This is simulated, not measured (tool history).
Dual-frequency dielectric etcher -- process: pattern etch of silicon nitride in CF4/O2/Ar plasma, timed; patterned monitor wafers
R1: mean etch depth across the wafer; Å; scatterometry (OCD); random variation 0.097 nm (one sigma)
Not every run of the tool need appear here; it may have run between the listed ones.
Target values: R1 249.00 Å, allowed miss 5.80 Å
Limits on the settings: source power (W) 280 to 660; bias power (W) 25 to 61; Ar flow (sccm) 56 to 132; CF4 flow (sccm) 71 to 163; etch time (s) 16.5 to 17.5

Run 1, day 0.000: source power (W) 470, bias power (W) 43, Ar flow (sccm) 94, CF4 flow (sccm) 117, etch time (s) 16.5. Result: R1 296.77 Å.
Run 2, day 0.229: source power (W) 440, bias power (W) 43, Ar flow (sccm) 94, CF4 flow (sccm) 117, etch time (s) 16.5. Result: R1 280.76 Å.
Run 3, day 0.554: source power (W) 440, bias power (W) 43, Ar flow (sccm) 102, CF4 flow (sccm) 117, etch time (s) 16.5. Result: R1 278.29 Å.
Run 4, day 0.712: source power (W) 420, bias power (W) 43, Ar flow (sccm) 102, CF4 flow (sccm) 117, etch time (s) 16.5. Result: R1 269.41 Å.
Run 5, day 0.904: source power (W) 420, bias power (W) 51, Ar flow (sccm) 102, CF4 flow (sccm) 117, etch time (s) 16.5. Result: R1 283.02 Å.
Run 6, day 1.054: source power (W) 420, bias power (W) 51, Ar flow (sccm) 102, CF4 flow (sccm) 117, etch time (s) 16.5. Result: R1 280.24 Å.
Run 7, day 1.088: source power (W) 400, bias power (W) 51, Ar flow (sccm) 102, CF4 flow (sccm) 117, etch time (s) 16.5. Result: R1 274.68 Å.
Run 8, day 1.450: source power (W) 330, bias power (W) 50, Ar flow (sccm) 102, CF4 flow (sccm) 117, etch time (s) 16.5. Result: R1 237.27 Å.
Run 9, day 1.625: source power (W) 340, bias power (W) 50, Ar flow (sccm) 102, CF4 flow (sccm) 117, etch time (s) 16.5. Result: R1 241.46 Å.

Of the 4 settings listed for the next run, only one would bring every result within its allowed miss of target. Which one?
Run A, day 1.800: source power (W) 280, bias power (W) 49, Ar flow (sccm) 71, CF4 flow (sccm) 129, etch time (s) 17.5. Result: R1 ?.
Run B, day 1.800: source power (W) 350, bias power (W) 54, Ar flow (sccm) 110, CF4 flow (sccm) 116, etch time (s) 16.5. Result: R1 ?.
Run C, day 1.800: source power (W) 330, bias power (W) 48, Ar flow (sccm) 111, CF4 flow (sccm) 110, etch time (s) 16.5. Result: R1 ?.
Run D, day 1.800: source power (W) 290, bias power (W) 55, Ar flow (sccm) 108, CF4 flow (sccm) 113, etch time (s) 17.0. Result: R1 ?.

move      R1
   A  235.88
   B  253.08
   C  232.45
   D  231.07
A: its largest miss is bigger than the last run's
B: all results land within tolerance of their targets
C: its largest miss is bigger than the last run's
D: its largest miss is bigger than the last run's
Answer: B
